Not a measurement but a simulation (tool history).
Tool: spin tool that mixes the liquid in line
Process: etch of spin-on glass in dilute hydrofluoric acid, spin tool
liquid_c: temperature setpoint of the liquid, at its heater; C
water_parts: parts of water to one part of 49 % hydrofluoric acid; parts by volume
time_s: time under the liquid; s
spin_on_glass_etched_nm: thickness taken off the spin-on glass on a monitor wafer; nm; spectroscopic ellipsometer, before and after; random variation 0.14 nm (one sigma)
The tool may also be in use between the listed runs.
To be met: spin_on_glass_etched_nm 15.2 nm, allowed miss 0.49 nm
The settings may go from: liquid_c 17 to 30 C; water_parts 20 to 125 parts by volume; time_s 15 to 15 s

run 1 hour=0 | liquid_c=22 water_parts=70 time_s=15 | spin_on_glass_etched_nm=7.1848
run 2 hour=1 | liquid_c=23.5 water_parts=65 time_s=15 | spin_on_glass_etched_nm=8.4732
run 3 hour=3 | liquid_c=23.5 water_parts=80 time_s=15 | spin_on_glass_etched_nm=6.6379
run 4 hour=9.9 | liquid_c=23.5 water_parts=70 time_s=15 | spin_on_glass_etched_nm=7.6064
run 5 hour=15.3 | liquid_c=25 water_parts=65 time_s=15 | spin_on_glass_etched_nm=8.8331
run 6 hour=21.7 | liquid_c=25 water_parts=45 time_s=15 | spin_on_glass_etched_nm=13.075
run 7 hour=26.9 | liquid_c=25.5 water_parts=45 time_s=15 | spin_on_glass_etched_nm=13.636
run 8 hour=33.5 | liquid_c=26 water_parts=45 time_s=15 | spin_on_glass_etched_nm=13.984
run 9 hour=34.1 | liquid_c=26.5 water_parts=45 time_s=15 | spin_on_glass_etched_nm=13.747
run 10 hour=38.6 | liquid_c=27 water_parts=45 time_s=15 | spin_on_glass_etched_nm=13.92
run 11 hour=44.1 | liquid_c=27.5 water_parts=45 time_s=15 | spin_on_glass_etched_nm=14.366

4 next moves are on the table. One of them brings every result within its allowed miss. Which?
run A hour=49.6 | liquid_c=28.5 water_parts=50 time_s=15 | spin_on_glass_etched_nm=?
run B hour=49.6 | liquid_c=26.5 water_parts=45 time_s=15 | spin_on_glass_etched_nm=?
run C hour=49.6 | liquid_c=25.5 water_parts=40 time_s=15 | spin_on_glass_etched_nm=?
run D hour=49.6 | liquid_c=27 water_parts=45 time_s=15 | spin_on_glass_etched_nm=?

move=A spin_on_glass_etched_nm=13.569
move=B spin_on_glass_etched_nm=14.015
move=C spin_on_glass_etched_nm=15.244
move=D spin_on_glass_etched_nm=14.301
A: further off than the last run
B: further off than the last run
C: meets every target
D: further off than the last run
Move C is the one to make.

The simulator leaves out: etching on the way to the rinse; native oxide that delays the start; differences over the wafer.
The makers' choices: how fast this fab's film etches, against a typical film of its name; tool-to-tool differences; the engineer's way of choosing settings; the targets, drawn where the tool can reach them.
